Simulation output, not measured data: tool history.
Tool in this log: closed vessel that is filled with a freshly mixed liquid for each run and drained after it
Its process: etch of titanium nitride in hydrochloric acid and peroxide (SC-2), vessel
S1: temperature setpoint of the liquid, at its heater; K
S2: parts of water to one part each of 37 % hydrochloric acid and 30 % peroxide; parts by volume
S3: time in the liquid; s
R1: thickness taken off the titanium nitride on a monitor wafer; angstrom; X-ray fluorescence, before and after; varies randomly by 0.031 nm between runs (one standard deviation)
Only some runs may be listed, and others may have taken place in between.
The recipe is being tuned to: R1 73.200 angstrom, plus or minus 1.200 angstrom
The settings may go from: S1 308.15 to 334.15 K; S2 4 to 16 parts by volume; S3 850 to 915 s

run 1 day=0.000 | S1=318.15 S2=9 S3=850 | R1=130.720
run 2 day=0.300 | S1=318.15 S2=9 S3=850 | R1=129.640
run 3 day=0.475 | S1=317.15 S2=9 S3=850 | R1=122.360
run 4 day=0.758 | S1=321.15 S2=9 S3=850 | R1=159.690
run 5 day=0.942 | S1=319.65 S2=9 S3=850 | R1=144.560
run 6 day=1.096 | S1=318.65 S2=9 S3=850 | R1=135.110
run 7 day=1.171 | S1=317.65 S2=9 S3=850 | R1=125.750
run 8 day=1.292 | S1=316.65 S2=9 S3=850 | R1=117.840
run 9 day=1.342 | S1=315.65 S2=9 S3=850 | R1=109.530
run 10 day=1.617 | S1=315.15 S2=9 S3=850 | R1=105.620
run 11 day=1.675 | S1=314.65 S2=9 S3=850 | R1=101.350
run 12 day=1.771 | S1=314.15 S2=9 S3=850 | R1=98.271
-- day=1.833 thermometer replaced
run 13 day=1.833 | S1=309.15 S2=9 S3=850 | R1=74.917

Exactly one of the 4 candidate moves below puts every result within its allowed miss. Which one?
run A day=1.896 | S1=309.15 S2=9 S3=880 | R1=?
run B day=1.896 | S1=313.15 S2=13 S3=850 | R1=?
run C day=1.896 | S1=309.15 S2=9 S3=890 | R1=?
run D day=1.896 | S1=308.15 S2=8 S3=850 | R1=?

move=A R1=77.919
move=B R1=73.590
move=C R1=78.805
move=D R1=76.954
A: its largest miss is bigger than the last run's
B: each result inside its tolerance
C: its largest miss is bigger than the last run's
D: its largest miss is bigger than the last run's
B meets every target.
